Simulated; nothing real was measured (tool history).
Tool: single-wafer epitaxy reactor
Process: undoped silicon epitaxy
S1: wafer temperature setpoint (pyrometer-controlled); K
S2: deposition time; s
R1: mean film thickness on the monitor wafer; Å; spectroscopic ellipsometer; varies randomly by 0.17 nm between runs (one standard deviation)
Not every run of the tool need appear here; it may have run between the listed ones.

run,hour,S1,S2,R1
1,0.0,938.15,150,351.08
2,1.5,928.15,150,289.21
3,9.1,928.15,161,308.57
4,15.9,934.15,162,350.76
5,21.1,938.15,162,379.41
6,22.5,938.15,150,350.70

Expected results for the next run?
7,31.5,950.15,152,?

Run 7 yielded R1 447.99 Å.
